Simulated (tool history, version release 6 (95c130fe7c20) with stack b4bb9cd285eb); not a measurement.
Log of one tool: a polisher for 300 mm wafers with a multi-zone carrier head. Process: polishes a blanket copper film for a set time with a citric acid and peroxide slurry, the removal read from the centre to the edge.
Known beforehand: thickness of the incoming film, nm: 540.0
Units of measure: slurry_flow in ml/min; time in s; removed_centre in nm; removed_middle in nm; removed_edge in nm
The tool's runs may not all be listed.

{"run": 1, "day": 0.0, "slurry_flow": 165, "centre_zone": 1.0, "middle_zone": 1.0, "edge_zone": 1.0, "slurry_solids": 1.0, "time": 38, "removed_centre": 105.17, "removed_middle": 102.23, "removed_edge": 105.68}
{"run": 2, "day": 0.1, "slurry_flow": 160, "centre_zone": 0.99, "middle_zone": 1.01, "edge_zone": 1.0, "slurry_solids": 1.0, "time": 38, "removed_centre": 103.33, "removed_middle": 102.52, "removed_edge": 104.22}
{"run": 3, "day": 0.188, "slurry_flow": 160, "centre_zone": 0.99, "middle_zone": 0.93, "edge_zone": 1.0, "slurry_solids": 1.0, "time": 38, "removed_centre": 103.65, "removed_middle": 95.344, "removed_edge": 105.06}
{"run": 4, "day": 0.379, "slurry_flow": 160, "centre_zone": 0.99, "middle_zone": 0.93, "edge_zone": 1.0, "slurry_solids": 1.0, "time": 42, "removed_centre": 115.36, "removed_middle": 107.38, "removed_edge": 115.58}
{"run": 5, "day": 0.6, "slurry_flow": 160, "centre_zone": 1.03, "middle_zone": 0.93, "edge_zone": 1.0, "slurry_solids": 1.0, "time": 42, "removed_centre": 119.78, "removed_middle": 105.04, "removed_edge": 116.02}
{"run": 6, "day": 0.938, "slurry_flow": 155, "centre_zone": 1.0, "middle_zone": 0.93, "edge_zone": 0.99, "slurry_solids": 1.0, "time": 42, "removed_centre": 114.09, "removed_middle": 104.56, "removed_edge": 114.62}

Run 7 comes next. What will it give?
{"run": 7, "day": 1.275, "slurry_flow": 155, "centre_zone": 1.0, "middle_zone": 0.93, "edge_zone": 0.99, "slurry_solids": 1.0, "time": 42, "removed_centre": "?", "removed_middle": "?", "removed_edge": "?"}

{"run 7": {"removed_centre": 115.87, "removed_middle": 108.91, "removed_edge": 111.93}}
